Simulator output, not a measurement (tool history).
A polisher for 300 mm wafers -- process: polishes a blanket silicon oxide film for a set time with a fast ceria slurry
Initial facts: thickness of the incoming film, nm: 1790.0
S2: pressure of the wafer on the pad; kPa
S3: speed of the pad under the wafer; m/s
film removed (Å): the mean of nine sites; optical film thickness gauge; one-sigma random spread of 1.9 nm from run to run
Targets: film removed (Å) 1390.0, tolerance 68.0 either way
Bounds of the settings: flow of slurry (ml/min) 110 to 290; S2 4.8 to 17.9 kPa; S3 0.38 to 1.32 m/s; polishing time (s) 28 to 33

{"run": 1, "day": 0.0, "flow of slurry (ml/min)": 185, "S2": 11.0, "S3": 0.84, "polishing time (s)": 33, "film removed (Å)": 2471.8}
{"run": 2, "day": 0.225, "flow of slurry (ml/min)": 185, "S2": 10.3, "S3": 0.84, "polishing time (s)": 33, "film removed (Å)": 2298.8}
{"run": 3, "day": 0.525, "flow of slurry (ml/min)": 185, "S2": 10.3, "S3": 0.84, "polishing time (s)": 33, "film removed (Å)": 2371.3}
{"run": 4, "day": 0.758, "flow of slurry (ml/min)": 185, "S2": 10.3, "S3": 0.72, "polishing time (s)": 33, "film removed (Å)": 2011.3}
{"run": 5, "day": 0.896, "flow of slurry (ml/min)": 185, "S2": 10.3, "S3": 0.72, "polishing time (s)": 33, "film removed (Å)": 1996.8}
{"run": 6, "day": 0.983, "flow of slurry (ml/min)": 185, "S2": 9.7, "S3": 0.72, "polishing time (s)": 33, "film removed (Å)": 1915.5}
{"run": 7, "day": 1.217, "flow of slurry (ml/min)": 185, "S2": 9.0, "S3": 0.72, "polishing time (s)": 33, "film removed (Å)": 1831.2}
{"run": 8, "day": 1.246, "flow of slurry (ml/min)": 185, "S2": 8.3, "S3": 0.72, "polishing time (s)": 33, "film removed (Å)": 1761.1}
{"run": 9, "day": 1.508, "flow of slurry (ml/min)": 185, "S2": 7.6, "S3": 0.72, "polishing time (s)": 33, "film removed (Å)": 1721.1}
{"run": 10, "day": 1.554, "flow of slurry (ml/min)": 185, "S2": 4.8, "S3": 0.7, "polishing time (s)": 33, "film removed (Å)": 1265.1}

Which single option among these 5 for the next run brings every result within its allowed miss of target? Just one does.
{"run": "A", "day": 1.6, "flow of slurry (ml/min)": 160, "S2": 4.8, "S3": 0.86, "polishing time (s)": 30, "film removed (Å)": "?"}
{"run": "B", "day": 1.6, "flow of slurry (ml/min)": 185, "S2": 5.5, "S3": 0.64, "polishing time (s)": 29, "film removed (Å)": "?"}
{"run": "C", "day": 1.6, "flow of slurry (ml/min)": 180, "S2": 5.5, "S3": 0.6, "polishing time (s)": 33, "film removed (Å)": "?"}
{"run": "D", "day": 1.6, "flow of slurry (ml/min)": 175, "S2": 4.8, "S3": 0.78, "polishing time (s)": 28, "film removed (Å)": "?"}
{"run": "E", "day": 1.6, "flow of slurry (ml/min)": 175, "S2": 4.8, "S3": 0.74, "polishing time (s)": 29, "film removed (Å)": "?"}

move=A film_removed_(Å)=1377.9
move=B film_removed_(Å)=1092.5
move=C film_removed_(Å)=1163.5
move=D film_removed_(Å)=1188.4
move=E film_removed_(Å)=1169.8
A: all results in spec
B: its largest miss is bigger than the last run's
C: its largest miss is bigger than the last run's
D: its largest miss is bigger than the last run's
E: its largest miss is bigger than the last run's
The move that meets every target is A.
